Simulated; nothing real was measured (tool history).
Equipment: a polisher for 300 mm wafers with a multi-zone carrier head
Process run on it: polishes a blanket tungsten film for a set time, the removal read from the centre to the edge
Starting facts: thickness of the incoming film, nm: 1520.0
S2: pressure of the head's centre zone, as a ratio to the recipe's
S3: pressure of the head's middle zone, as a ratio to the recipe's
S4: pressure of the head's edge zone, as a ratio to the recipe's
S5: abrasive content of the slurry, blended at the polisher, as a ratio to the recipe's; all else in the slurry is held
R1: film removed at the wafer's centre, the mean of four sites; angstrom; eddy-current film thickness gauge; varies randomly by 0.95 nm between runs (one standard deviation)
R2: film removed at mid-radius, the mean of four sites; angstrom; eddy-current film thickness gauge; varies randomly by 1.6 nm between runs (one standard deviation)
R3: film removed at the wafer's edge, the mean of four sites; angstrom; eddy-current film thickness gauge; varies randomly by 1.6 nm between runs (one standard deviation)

Run 1, day 0: flow of slurry (ml/min) 140, S2 1, S3 1, S4 1, S5 1, polishing time (s) 35. Result: R1 1966.3 angstrom, R2 1940.9 angstrom, R3 1945.4 angstrom.
Run 2, day 0.358: flow of slurry (ml/min) 130, S2 0.97, S3 0.97, S4 0.99, S5 0.9, polishing time (s) 33. Result: R1 1696.2 angstrom, R2 1801.3 angstrom, R3 1768.9 angstrom.
Run 3, day 0.717: flow of slurry (ml/min) 130, S2 0.97, S3 0.94, S4 1.02, S5 0.85, polishing time (s) 30. Result: R1 1554.8 angstrom, R2 1537.8 angstrom, R3 1579.2 angstrom.
Run 4, day 0.979: flow of slurry (ml/min) 130, S2 0.97, S3 0.94, S4 0.96, S5 0.85, polishing time (s) 30. Result: R1 1518.3 angstrom, R2 1545.3 angstrom, R3 1576.9 angstrom.
Run 5, day 1.175: flow of slurry (ml/min) 130, S2 0.97, S3 0.87, S4 0.96, S5 0.85, polishing time (s) 30. Result: R1 1550.7 angstrom, R2 1459.5 angstrom, R3 1574.4 angstrom.
Run 6, day 1.35: flow of slurry (ml/min) 125, S2 0.94, S3 0.86, S4 0.97, S5 0.8, polishing time (s) 29. Result: R1 1429.6 angstrom, R2 1388.9 angstrom, R3 1503.6 angstrom.
Run 7, day 1.633: flow of slurry (ml/min) 120, S2 0.92, S3 0.85, S4 0.98, S5 0.75, polishing time (s) 28. Result: R1 1317.3 angstrom, R2 1286.1 angstrom, R3 1403.5 angstrom.
Run 8, day 1.738: flow of slurry (ml/min) 115, S2 0.9, S3 0.84, S4 0.99, S5 0.7, polishing time (s) 28. Result: R1 1258.1 angstrom, R2 1268.8 angstrom, R3 1410.6 angstrom.
Run 9, day 1.796: flow of slurry (ml/min) 110, S2 0.89, S3 0.84, S4 0.99, S5 0.65, polishing time (s) 27. Result: R1 1166 angstrom, R2 1174.1 angstrom, R3 1328.5 angstrom.

What will run 10 give?
Run 10, day 2.167: flow of slurry (ml/min) 105, S2 0.88, S3 0.84, S4 0.98, S5 0.65, polishing time (s) 27. Result: R1 ?, R2 ?, R3 ?.

Run 10 yielded R1 1134.1 angstrom, R2 1160.1 angstrom, R3 1294.8 angstrom.
